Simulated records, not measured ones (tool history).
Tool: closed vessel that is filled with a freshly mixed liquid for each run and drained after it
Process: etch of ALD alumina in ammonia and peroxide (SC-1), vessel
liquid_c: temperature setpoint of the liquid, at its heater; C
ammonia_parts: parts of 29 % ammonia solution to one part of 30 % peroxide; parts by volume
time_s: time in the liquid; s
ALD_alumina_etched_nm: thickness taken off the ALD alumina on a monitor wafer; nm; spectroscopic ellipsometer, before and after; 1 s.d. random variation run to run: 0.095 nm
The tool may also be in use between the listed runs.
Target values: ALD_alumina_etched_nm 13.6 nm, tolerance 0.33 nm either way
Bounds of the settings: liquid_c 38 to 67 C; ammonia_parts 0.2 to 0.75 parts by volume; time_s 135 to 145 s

run	hour	liquid_c	ammonia_parts	time_s	ALD_alumina_etched_nm
1	0	51	0.45	135	8.7117
2	5	52.5	0.45	135	9.3892
3	11.7	52.5	0.45	135	9.3731
4	19.8	54	0.45	135	10.229
5	21.3	55	0.45	135	10.788
6	27.6	56	0.45	135	11.385
7	28.7	56.5	0.45	135	11.562
8	31.7	57	0.45	135	12.001

Pick the move, out of 4, that brings all results within their allowed miss; only one does.
A	34.7	59	0.5	145	?
B	34.7	58.5	0.35	145	?
C	34.7	57.5	0.35	145	?
D	34.7	57	0.45	145	?

move	ALD_alumina_etched_nm
A	14.361
B	13.528
C	12.841
D	12.812
A: the result that was furthest off in the last run now lies on the other side of its target
B: each result inside its tolerance
C: moves toward the targets from the last run without getting all of them in spec
D: moves toward the targets from the last run without getting all of them in spec
Answer: B
